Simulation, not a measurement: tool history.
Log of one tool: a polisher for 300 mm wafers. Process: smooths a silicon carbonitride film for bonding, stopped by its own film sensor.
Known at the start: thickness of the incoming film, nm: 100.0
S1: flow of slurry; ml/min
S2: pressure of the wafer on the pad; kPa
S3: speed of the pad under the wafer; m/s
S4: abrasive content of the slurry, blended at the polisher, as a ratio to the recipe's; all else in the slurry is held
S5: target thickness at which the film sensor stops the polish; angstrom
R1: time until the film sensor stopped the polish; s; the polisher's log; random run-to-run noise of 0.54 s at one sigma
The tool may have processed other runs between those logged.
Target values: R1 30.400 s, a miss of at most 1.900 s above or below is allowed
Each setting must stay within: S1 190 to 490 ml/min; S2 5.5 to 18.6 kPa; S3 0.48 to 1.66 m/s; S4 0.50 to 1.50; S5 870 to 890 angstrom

{"run": 1, "hour": 0.0, "S1": 315, "S2": 11.7, "S3": 1.06, "S4": 1.0, "S5": 870, "R1": 57.569}
{"run": 2, "hour": 3.5, "S1": 315, "S2": 12.4, "S3": 1.08, "S4": 1.0, "S5": 870, "R1": 54.22}
{"run": 3, "hour": 12.2, "S1": 315, "S2": 13.1, "S3": 1.1, "S4": 1.0, "S5": 870, "R1": 49.103}
{"run": 4, "hour": 17.2, "S1": 315, "S2": 13.8, "S3": 1.1, "S4": 1.0, "S5": 870, "R1": 47.235}
{"run": 5, "hour": 22.6, "S1": 315, "S2": 16.5, "S3": 1.1, "S4": 1.0, "S5": 870, "R1": 40.258}
{"run": 6, "hour": 26.7, "S1": 315, "S2": 16.5, "S3": 1.1, "S4": 1.0, "S5": 870, "R1": 39.907}
{"run": 7, "hour": 29.3, "S1": 315, "S2": 16.5, "S3": 1.12, "S4": 1.0, "S5": 870, "R1": 38.716}
{"run": 8, "hour": 30.0, "S1": 315, "S2": 16.5, "S3": 1.14, "S4": 1.0, "S5": 870, "R1": 39.197}
{"run": 9, "hour": 36.0, "S1": 315, "S2": 16.5, "S3": 1.16, "S4": 1.0, "S5": 870, "R1": 38.536}
{"run": 10, "hour": 37.4, "S1": 315, "S2": 16.5, "S3": 1.18, "S4": 1.0, "S5": 870, "R1": 37.928}
{"run": 11, "hour": 45.8, "S1": 315, "S2": 16.5, "S3": 1.18, "S4": 1.0, "S5": 870, "R1": 38.439}
{"run": 12, "hour": 47.4, "S1": 315, "S2": 16.5, "S3": 1.2, "S4": 1.0, "S5": 870, "R1": 37.45}
{"run": 13, "hour": 48.7, "S1": 315, "S2": 16.5, "S3": 1.22, "S4": 1.0, "S5": 870, "R1": 37.679}
{"run": 14, "hour": 54.2, "S1": 315, "S2": 16.5, "S3": 1.24, "S4": 1.0, "S5": 870, "R1": 37.245}
{"run": 15, "hour": 61.6, "S1": 315, "S2": 16.5, "S3": 1.26, "S4": 1.0, "S5": 870, "R1": 37.06}

Consider the 4 candidate settings below. Which is the only one whose results all fall within their allowed miss of target?
{"run": "A", "hour": 69.0, "S1": 240, "S2": 16.5, "S3": 1.1, "S4": 0.85, "S5": 880, "R1": "?"}
{"run": "B", "hour": 69.0, "S1": 400, "S2": 16.5, "S3": 1.36, "S4": 1.0, "S5": 870, "R1": "?"}
{"run": "C", "hour": 69.0, "S1": 320, "S2": 14.5, "S3": 1.28, "S4": 1.15, "S5": 870, "R1": "?"}
{"run": "D", "hour": 69.0, "S1": 320, "S2": 17.2, "S3": 1.38, "S4": 1.05, "S5": 880, "R1": "?"}

move=A R1=41.708
move=B R1=35.764
move=C R1=40.149
move=D R1=31.296
A: lands further from the targets than the last run did
B: closer than the last run, but not yet in spec
C: lands further from the targets than the last run did
D: all results land within tolerance of their targets
Correct choice: D, which meets every target

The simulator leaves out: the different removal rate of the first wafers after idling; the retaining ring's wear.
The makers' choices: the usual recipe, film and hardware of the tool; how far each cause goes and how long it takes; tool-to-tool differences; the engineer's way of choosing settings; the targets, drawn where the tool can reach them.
